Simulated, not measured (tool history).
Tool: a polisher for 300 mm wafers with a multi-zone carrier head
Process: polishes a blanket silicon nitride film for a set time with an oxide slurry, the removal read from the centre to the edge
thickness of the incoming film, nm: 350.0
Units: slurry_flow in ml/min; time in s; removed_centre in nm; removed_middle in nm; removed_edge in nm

Run 1, hour 0.0: slurry_flow 285 ml/min, centre_zone 1.00, middle_zone 1.00, edge_zone 1.00, slurry_solids 1.00, time 79 s. Result: removed_centre 72.022 nm, removed_middle 71.936 nm, removed_edge 69.820 nm.
Run 2, hour 3.5: slurry_flow 285 ml/min, centre_zone 0.95, middle_zone 1.00, edge_zone 1.00, slurry_solids 1.00, time 79 s. Result: removed_centre 66.489 nm, removed_middle 71.281 nm, removed_edge 69.838 nm.
Run 3, hour 6.5: slurry_flow 285 ml/min, centre_zone 0.95, middle_zone 1.02, edge_zone 1.02, slurry_solids 1.05, time 79 s. Result: removed_centre 68.136 nm, removed_middle 73.106 nm, removed_edge 70.740 nm.
Run 4, hour 15.3: slurry_flow 285 ml/min, centre_zone 0.95, middle_zone 1.02, edge_zone 1.02, slurry_solids 1.20, time 79 s. Result: removed_centre 71.820 nm, removed_middle 76.144 nm, removed_edge 73.353 nm.
Run 5, hour 18.2: slurry_flow 285 ml/min, centre_zone 0.95, middle_zone 1.02, edge_zone 1.10, slurry_solids 1.20, time 79 s. Result: removed_centre 71.322 nm, removed_middle 77.044 nm, removed_edge 76.199 nm.
Run 6, hour 22.7: slurry_flow 285 ml/min, centre_zone 0.87, middle_zone 1.02, edge_zone 1.10, slurry_solids 1.20, time 79 s. Result: removed_centre 64.440 nm, removed_middle 75.719 nm, removed_edge 75.344 nm.
Run 7, hour 29.0: slurry_flow 305 ml/min, centre_zone 0.97, middle_zone 1.12, edge_zone 1.18, slurry_solids 1.45, time 83 s. Result: removed_centre 80.105 nm, removed_middle 91.337 nm, removed_edge 88.313 nm.
Run 8, hour 37.1: slurry_flow 305 ml/min, centre_zone 0.97, middle_zone 1.13, edge_zone 1.18, slurry_solids 1.45, time 84 s. Result: removed_centre 82.234 nm, removed_middle 93.354 nm, removed_edge 87.935 nm.
Run 9, hour 39.4: slurry_flow 305 ml/min, centre_zone 0.97, middle_zone 1.13, edge_zone 1.18, slurry_solids 1.45, time 85 s. Result: removed_centre 84.885 nm, removed_middle 93.971 nm, removed_edge 88.179 nm.

Forecast run 10:
Run 10, hour 45.6: slurry_flow 305 ml/min, centre_zone 0.96, middle_zone 1.13, edge_zone 1.18, slurry_solids 1.45, time 86 s. Result: removed_centre ?, removed_middle ?, removed_edge ?.

Run 10 gave removed_centre 84.440 nm, removed_middle 95.814 nm, removed_edge 92.306 nm.
